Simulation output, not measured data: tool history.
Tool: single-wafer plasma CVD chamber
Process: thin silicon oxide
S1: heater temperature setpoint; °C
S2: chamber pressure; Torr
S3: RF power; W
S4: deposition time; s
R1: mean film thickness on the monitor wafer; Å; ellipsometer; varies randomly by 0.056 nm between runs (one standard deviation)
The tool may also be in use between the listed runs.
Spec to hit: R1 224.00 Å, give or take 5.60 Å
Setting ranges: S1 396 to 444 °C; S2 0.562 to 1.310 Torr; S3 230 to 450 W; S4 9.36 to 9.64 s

run	hour	S1	S2	S3	S4	R1
1	0.0	420	0.936	340	9.36	187.38
2	4.1	420	0.974	340	9.36	195.43
3	12.4	420	1.001	340	9.36	199.93
4	18.6	420	0.937	340	9.36	188.23
5	23.7	420	0.937	340	9.64	193.97
6	31.5	420	0.937	380	9.64	205.99
7	39.2	420	0.954	380	9.64	210.54
8	48.0	420	0.966	380	9.64	212.50
9	56.7	420	0.976	380	9.64	214.48
10	65.5	420	0.984	380	9.64	216.16
11	66.3	420	0.991	380	9.64	217.64

Next run, 5 choices. One meets every target within its allowed miss, the rest don't. Which?
A	67.1	419	1.031	375	9.64	?
B	67.1	410	1.071	405	9.60	?
C	67.1	415	0.993	390	9.36	?
D	67.1	416	1.115	385	9.64	?
E	67.1	423	0.963	380	9.64	?

move	R1
A	221.72
B	237.79
C	214.12
D	238.83
E	211.04
A: hits every target within its allowed miss
B: moves the result that the last run missed by most past its target, out the other side
C: the biggest miss grows against the last run
D: moves the result that the last run missed by most past its target, out the other side
E: the biggest miss grows against the last run
The right move is A.
